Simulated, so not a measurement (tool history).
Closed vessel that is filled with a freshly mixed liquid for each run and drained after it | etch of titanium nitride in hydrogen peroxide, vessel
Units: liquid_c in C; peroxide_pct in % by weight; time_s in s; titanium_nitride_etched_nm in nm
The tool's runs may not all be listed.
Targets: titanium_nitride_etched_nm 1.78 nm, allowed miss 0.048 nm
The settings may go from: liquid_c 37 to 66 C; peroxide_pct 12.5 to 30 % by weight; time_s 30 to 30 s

| run | hour | liquid_c | peroxide_pct | time_s | titanium_nitride_etched_nm |
|---|---|---|---|---|---|
| 1 | 0 | 53 | 23.5 | 30 | 3.1995 |
| 2 | 5.3 | 53 | 26 | 30 | 3.2451 |
| 3 | 14.1 | 51.5 | 26 | 30 | 2.9263 |
| 4 | 16.5 | 51.5 | 26 | 30 | 2.9331 |
| 5 | 24.3 | 51.5 | 28 | 30 | 2.9622 |
| 6 | 27.6 | 50 | 28 | 30 | 2.6747 |
| 7 | 32 | 49 | 28 | 30 | 2.4889 |
| 8 | 34.6 | 43.5 | 28 | 30 | 1.6644 |

Which of these 4 next moves meets every target?
| A | 37.2 | 42.5 | 27.5 | 30 | ? |
| B | 37.2 | 43.5 | 28.5 | 30 | ? |
| C | 37.2 | 44.5 | 28 | 30 | ? |
| D | 37.2 | 43.5 | 30 | 30 | ? |

| move | titanium_nitride_etched_nm |
|---|---|
| A | 1.524 |
| B | 1.6565 |
| C | 1.7785 |
| D | 1.6754 |
A: further off than the last run
B: further off than the last run
C: meets every target
D: nearer than the last run, and not there yet
Answer: C

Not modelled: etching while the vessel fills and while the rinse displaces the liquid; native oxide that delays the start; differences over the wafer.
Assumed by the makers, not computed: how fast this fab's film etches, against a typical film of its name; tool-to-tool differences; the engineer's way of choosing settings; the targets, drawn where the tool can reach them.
